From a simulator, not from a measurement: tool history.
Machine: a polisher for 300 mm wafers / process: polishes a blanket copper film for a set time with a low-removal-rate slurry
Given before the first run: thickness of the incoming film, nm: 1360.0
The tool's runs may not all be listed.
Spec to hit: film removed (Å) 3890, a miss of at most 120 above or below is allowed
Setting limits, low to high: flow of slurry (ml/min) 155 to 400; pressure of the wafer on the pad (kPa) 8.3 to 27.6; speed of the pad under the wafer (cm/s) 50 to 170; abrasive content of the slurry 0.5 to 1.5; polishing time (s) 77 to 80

| run | day | flow of slurry (ml/min) | pressure of the wafer on the pad (kPa) | speed of the pad under the wafer (cm/s) | abrasive content of the slurry | polishing time (s) | film removed (Å) |
|---|---|---|---|---|---|---|---|
| 1 | 0 | 255 | 17.9 | 110 | 1 | 77 | 2627.4 |
| 2 | 0.071 | 255 | 17.9 | 110 | 1 | 77 | 2633.1 |
| 3 | 0.246 | 255 | 20 | 110 | 1 | 77 | 2867.5 |
| 4 | 0.458 | 255 | 20 | 120 | 1 | 77 | 3014.6 |
| 5 | 0.55 | 255 | 24.1 | 120 | 1 | 77 | 3522.3 |
| 6 | 0.742 | 255 | 24.1 | 120 | 0.8 | 77 | 3333.9 |
| 7 | 0.771 | 255 | 24.8 | 120 | 0.8 | 77 | 3463.7 |
| 8 | 1.108 | 255 | 25.5 | 120 | 0.8 | 77 | 3490.1 |
| 9 | 1.162 | 260 | 26.9 | 122 | 0.8 | 77 | 3749.8 |

Exercise: of the 4 proposed moves below, exactly one satisfies all targets within the stated allowed misses. Which move is it?
| A | 1.217 | 225 | 26.9 | 114 | 0.9 | 77 | ? |
| B | 1.217 | 330 | 27.6 | 128 | 0.55 | 79 | ? |
| C | 1.217 | 250 | 27.6 | 136 | 0.85 | 78 | ? |
| D | 1.217 | 260 | 26.9 | 116 | 0.75 | 78 | ? |

| move | film removed (Å) |
|---|---|
| A | 3622.3 |
| B | 3881.7 |
| C | 4197.7 |
| D | 3645.6 |
A: moves away from the targets compared with the last run
B: all results in spec
C: takes the biggest miss from the last run beyond its target
D: moves away from the targets compared with the last run
Go with B: it meets all targets.
